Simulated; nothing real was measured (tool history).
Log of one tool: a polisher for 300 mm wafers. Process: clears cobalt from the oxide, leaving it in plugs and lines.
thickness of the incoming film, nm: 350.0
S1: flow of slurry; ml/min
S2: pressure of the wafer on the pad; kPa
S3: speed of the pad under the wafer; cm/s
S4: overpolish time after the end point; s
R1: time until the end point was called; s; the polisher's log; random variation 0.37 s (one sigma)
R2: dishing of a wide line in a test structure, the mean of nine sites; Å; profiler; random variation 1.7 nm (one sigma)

run  hour   S1    S2  S3  S4      R1      R2
  1   0.0  240  13.8  96  23  69.320  617.94
  2   2.3  240  17.2  96  23  56.644  690.46
  3   4.1  280  17.2  96  23  53.883  691.75
  4   6.9  285  17.2  96  23  54.341  687.11
  5   8.5  285  17.2  96  30  54.464  736.30
  6   9.7  285  17.2  96  22  55.416  637.31
  7  13.1  285  17.9  96  23  52.684  667.20
  8  18.0  285  18.6  96  24  50.137  713.29
  9  25.0  290  18.6  96  24  50.690  672.32

The next listed run, before its measurement:
 10  30.6  290  18.6  96  24   ?   ?

R1: 50.368 s
R2: 687.91 Å

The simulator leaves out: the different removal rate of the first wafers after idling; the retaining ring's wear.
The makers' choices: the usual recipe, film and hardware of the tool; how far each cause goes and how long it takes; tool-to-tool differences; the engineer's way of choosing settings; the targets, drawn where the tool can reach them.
